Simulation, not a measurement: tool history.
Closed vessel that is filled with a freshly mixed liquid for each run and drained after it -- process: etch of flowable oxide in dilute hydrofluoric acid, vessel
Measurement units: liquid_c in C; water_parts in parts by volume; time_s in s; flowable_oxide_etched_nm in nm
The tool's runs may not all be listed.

Run 1, hour 0.0: liquid_c 24.0 C, water_parts 50 parts by volume, time_s 140 s. Result: flowable_oxide_etched_nm 87.557 nm.
Run 2, hour 5.5: liquid_c 26.5 C, water_parts 50 parts by volume, time_s 140 s. Result: flowable_oxide_etched_nm 96.876 nm.
Run 3, hour 13.2: liquid_c 26.5 C, water_parts 40 parts by volume, time_s 140 s. Result: flowable_oxide_etched_nm 123.720 nm.
Run 4, hour 20.8: liquid_c 26.5 C, water_parts 50 parts by volume, time_s 140 s. Result: flowable_oxide_etched_nm 97.118 nm.
Run 5, hour 28.5: liquid_c 23.0 C, water_parts 50 parts by volume, time_s 140 s. Result: flowable_oxide_etched_nm 84.170 nm.
Run 6, hour 35.8: liquid_c 19.5 C, water_parts 50 parts by volume, time_s 140 s. Result: flowable_oxide_etched_nm 72.611 nm.
Run 7, hour 40.6: liquid_c 22.5 C, water_parts 50 parts by volume, time_s 140 s. Result: flowable_oxide_etched_nm 82.780 nm.

What does the tool deliver on the next run?
Run 8, hour 41.3: liquid_c 25.0 C, water_parts 50 parts by volume, time_s 140 s. Result: flowable_oxide_etched_nm ?.

{"run 8": {"flowable_oxide_etched_nm": 92.451}}
